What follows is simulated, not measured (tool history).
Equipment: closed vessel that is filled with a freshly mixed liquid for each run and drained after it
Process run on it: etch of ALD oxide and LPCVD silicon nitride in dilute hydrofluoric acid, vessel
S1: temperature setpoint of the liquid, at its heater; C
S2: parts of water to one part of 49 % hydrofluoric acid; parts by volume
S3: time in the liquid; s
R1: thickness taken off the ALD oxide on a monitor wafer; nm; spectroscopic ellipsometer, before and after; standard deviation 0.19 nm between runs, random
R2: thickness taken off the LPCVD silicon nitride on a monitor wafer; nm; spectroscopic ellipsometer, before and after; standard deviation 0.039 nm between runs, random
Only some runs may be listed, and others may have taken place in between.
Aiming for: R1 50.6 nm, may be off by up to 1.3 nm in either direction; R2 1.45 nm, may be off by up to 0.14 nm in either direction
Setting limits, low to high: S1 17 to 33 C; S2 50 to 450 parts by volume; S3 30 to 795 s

Run 1, hour 0: S1 25 C, S2 250 parts by volume, S3 405 s. Result: R1 32.56 nm, R2 0.8717 nm.
Run 2, hour 1.8: S1 26 C, S2 240 parts by volume, S3 405 s. Result: R1 35.296 nm, R2 0.9878 nm.
Run 3, hour 8.1: S1 22.5 C, S2 240 parts by volume, S3 405 s. Result: R1 31.198 nm, R2 0.76542 nm.
Run 4, hour 13.6: S1 19.5 C, S2 240 parts by volume, S3 405 s. Result: R1 28.163 nm, R2 0.6623 nm.
Run 5, hour 21.9: S1 22 C, S2 230 parts by volume, S3 405 s. Result: R1 32.307 nm, R2 0.78858 nm.
Run 6, hour 23.8: S1 18.5 C, S2 230 parts by volume, S3 405 s. Result: R1 28.375 nm, R2 0.63776 nm.
Run 7, hour 30.6: S1 21 C, S2 225 parts by volume, S3 405 s. Result: R1 32.098 nm, R2 0.76172 nm.
Run 8, hour 33.4: S1 25 C, S2 195 parts by volume, S3 395 s. Result: R1 43.141 nm, R2 1.0845 nm.
Run 9, hour 37.9: S1 26 C, S2 195 parts by volume, S3 395 s. Result: R1 44.871 nm, R2 1.1714 nm.
At hour 43.3: thermometer replaced.
Run 10, hour 43.3: S1 29.5 C, S2 195 parts by volume, S3 395 s. Result: R1 48.276 nm, R2 1.3638 nm.

Which single option among these 5 for the next run brings every result within its allowed miss of target? Just one does.
Run A, hour 48.7: S1 31.5 C, S2 230 parts by volume, S3 445 s. Result: R1 ?, R2 ?.
Run B, hour 48.7: S1 25.5 C, S2 120 parts by volume, S3 280 s. Result: R1 ?, R2 ?.
Run C, hour 48.7: S1 30 C, S2 220 parts by volume, S3 480 s. Result: R1 ?, R2 ?.
Run D, hour 48.7: S1 27.5 C, S2 150 parts by volume, S3 310 s. Result: R1 ?, R2 ?.
Run E, hour 48.7: S1 32 C, S2 240 parts by volume, S3 465 s. Result: R1 ?, R2 ?.

move      R1      R2
   A  47.059  1.4427
   B  52.387  1.2115
   C  51.071  1.4915
   D  48.211  1.2189
   E  47.328  1.4851
A: its largest miss is bigger than the last run's
B: moves the result that the last run missed by most past its target, out the other side
C: every result within its allowed miss
D: about as far from the targets as the last run
E: its largest miss is bigger than the last run's
So the answer is move C, the one that meets all the targets.
